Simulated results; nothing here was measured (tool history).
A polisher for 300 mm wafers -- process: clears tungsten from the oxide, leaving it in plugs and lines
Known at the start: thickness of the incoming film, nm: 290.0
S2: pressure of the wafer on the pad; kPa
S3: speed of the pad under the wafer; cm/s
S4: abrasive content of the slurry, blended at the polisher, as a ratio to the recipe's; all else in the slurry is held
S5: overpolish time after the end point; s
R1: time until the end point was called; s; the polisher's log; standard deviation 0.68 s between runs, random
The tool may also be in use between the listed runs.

{"run": 1, "hour": 0.0, "flow of slurry (ml/min)": 135, "S2": 22.1, "S3": 106, "S4": 1, "S5": 17, "R1": 62.436}
{"run": 2, "hour": 5.3, "flow of slurry (ml/min)": 135, "S2": 24.8, "S3": 108, "S4": 1, "S5": 17, "R1": 55.366}
{"run": 3, "hour": 7.2, "flow of slurry (ml/min)": 135, "S2": 26.9, "S3": 110, "S4": 1, "S5": 17, "R1": 53.219}
{"run": 4, "hour": 8.2, "flow of slurry (ml/min)": 135, "S2": 26.9, "S3": 96, "S4": 1, "S5": 17, "R1": 59.478}
{"run": 5, "hour": 16.7, "flow of slurry (ml/min)": 135, "S2": 29, "S3": 104, "S4": 1, "S5": 17, "R1": 51.386}
{"run": 6, "hour": 19.1, "flow of slurry (ml/min)": 135, "S2": 30.3, "S3": 108, "S4": 1, "S5": 17, "R1": 46.626}
{"run": 7, "hour": 23.7, "flow of slurry (ml/min)": 135, "S2": 31.7, "S3": 110, "S4": 1, "S5": 17, "R1": 46.342}

Run 8, settings as shown, results not yet in. Your forecast:
{"run": 8, "hour": 32.3, "flow of slurry (ml/min)": 140, "S2": 34.5, "S3": 128, "S4": 1.05, "S5": 17, "R1": "?"}

{"run 8": {"R1": 34.455}}
